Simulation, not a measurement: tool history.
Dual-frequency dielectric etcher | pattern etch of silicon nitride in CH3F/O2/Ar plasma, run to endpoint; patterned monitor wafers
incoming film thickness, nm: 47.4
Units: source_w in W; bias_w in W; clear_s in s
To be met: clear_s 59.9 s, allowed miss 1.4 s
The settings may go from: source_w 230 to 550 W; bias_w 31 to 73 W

run,day,source_w,bias_w,clear_s
1,0,390,52,75.44
2,0.321,340,52,81.963
3,0.592,340,58,78.745
4,0.688,360,58,76.12
5,0.862,360,49,80.997
6,1.179,290,49,93.687
7,1.362,310,49,89.226
8,1.621,330,49,86.548
9,1.712,350,49,84.702
10,1.825,370,49,81.232
11,2.017,390,49,78.246
12,2.338,470,59,64.65
13,2.612,480,59,64.771
14,2.658,550,65,57.683

Which of these 4 next moves meets every target?
A,2.704,550,66,?
B,2.704,510,66,?
C,2.704,550,71,?
D,2.704,550,73,?

move,clear_s
A,57.449
B,59.564
C,55.498
D,54.776
A: further off than the last run
B: meets every target
C: further off than the last run
D: further off than the last run
The right move is B.
